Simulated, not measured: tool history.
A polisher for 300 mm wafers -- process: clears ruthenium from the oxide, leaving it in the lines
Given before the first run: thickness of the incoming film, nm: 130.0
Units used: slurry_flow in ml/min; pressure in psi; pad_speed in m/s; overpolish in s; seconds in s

run	day	slurry_flow	pressure	pad_speed	overpolish	seconds
1	0	160	2.2	1.06	45	102.84
2	0.138	160	2.2	1.06	48	105.11
3	0.2	160	2.2	1.3	48	87.587
4	0.3	175	2.2	1.3	48	85.67
5	0.608	175	2	1.3	48	93.371
6	0.867	175	1.9	1.3	48	97.585
7	0.954	175	1.9	1.3	48	98.481

Run 8, settings as shown, results not yet in. Your forecast:
8	1.292	175	1.8	1.3	48	?

seconds: 101.74 s
